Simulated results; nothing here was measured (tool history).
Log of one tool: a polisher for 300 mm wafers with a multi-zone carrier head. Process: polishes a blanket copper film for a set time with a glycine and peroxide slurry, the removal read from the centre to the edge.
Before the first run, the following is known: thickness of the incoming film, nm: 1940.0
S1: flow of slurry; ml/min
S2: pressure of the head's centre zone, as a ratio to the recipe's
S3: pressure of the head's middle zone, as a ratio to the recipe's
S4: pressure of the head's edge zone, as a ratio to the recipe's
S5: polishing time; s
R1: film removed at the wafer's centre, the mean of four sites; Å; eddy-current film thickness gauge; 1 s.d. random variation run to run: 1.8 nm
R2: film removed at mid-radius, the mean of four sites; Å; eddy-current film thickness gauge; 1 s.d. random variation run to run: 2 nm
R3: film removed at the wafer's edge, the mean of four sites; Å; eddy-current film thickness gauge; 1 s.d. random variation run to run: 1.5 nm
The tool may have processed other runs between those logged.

run,hour,S1,S2,S3,S4,S5,R1,R2,R3
1,0,155,1,1,1,49,3428.9,3414.7,3449.4
2,3.3,155,1.06,1,1,49,3612.9,3416.5,3485.2
3,5.3,145,1.02,0.97,0.98,47,3312.7,3198.6,3271.3
4,9,140,1,0.94,0.97,44,3060.5,2923.1,2993.5
5,10.4,135,0.98,0.92,0.98,42,2810.4,2746.7,2895.7
6,14.4,135,0.9,0.92,0.98,42,2528.1,2716,2926.1
7,21.8,130,0.9,0.9,0.96,41,2497.3,2559.1,2778

For run 8, what comes out?
8,26.8,125,0.89,0.89,0.94,41,?,?,?

Run 8 produced R1 2430.6 Å, R2 2532.4 Å, R3 2765.9 Å.
